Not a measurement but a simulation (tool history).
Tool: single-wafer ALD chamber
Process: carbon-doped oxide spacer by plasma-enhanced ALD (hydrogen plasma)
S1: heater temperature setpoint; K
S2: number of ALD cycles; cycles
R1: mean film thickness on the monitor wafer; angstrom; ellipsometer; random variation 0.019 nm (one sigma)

run 1 hour=0.0 | S1=648.15 S2=190 | R1=89.186
run 2 hour=4.6 | S1=648.15 S2=171 | R1=80.513
run 3 hour=9.7 | S1=648.15 S2=159 | R1=74.591
run 4 hour=14.0 | S1=648.15 S2=153 | R1=71.924
run 5 hour=20.9 | S1=648.15 S2=149 | R1=69.378
run 6 hour=23.0 | S1=656.15 S2=149 | R1=69.698

Forecast run 7:
run 7 hour=27.7 | S1=656.15 S2=140 | R1=?

{"run 7": {"R1": 65.608}}
